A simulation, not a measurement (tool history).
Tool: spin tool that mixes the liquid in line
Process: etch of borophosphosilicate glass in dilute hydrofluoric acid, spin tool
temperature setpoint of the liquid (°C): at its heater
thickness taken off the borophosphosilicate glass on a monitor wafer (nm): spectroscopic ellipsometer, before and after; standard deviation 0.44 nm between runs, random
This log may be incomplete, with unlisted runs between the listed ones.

run	hour	temperature setpoint of the liquid (°C)	parts of water to one part of 49 % hydrofluoric acid (parts by volume)	time under the liquid (s)	thickness taken off the borophosphosilicate glass on a monitor wafer (nm)
1	0.0	25.0	180	175	39.753
2	1.7	25.0	180	175	39.689
3	6.5	26.5	165	175	46.750
4	8.7	27.5	150	175	54.733
5	12.3	27.5	115	175	74.061
6	13.2	27.5	115	190	80.838
7	19.8	28.5	115	190	83.980
8	27.9	29.0	115	190	84.981
9	32.8	29.5	115	190	86.916

Run 10 has not been measured yet. What should we expect?
10	35.7	30.0	115	190	?

Run 10 produced thickness taken off the borophosphosilicate glass on a monitor wafer (nm) 88.470.
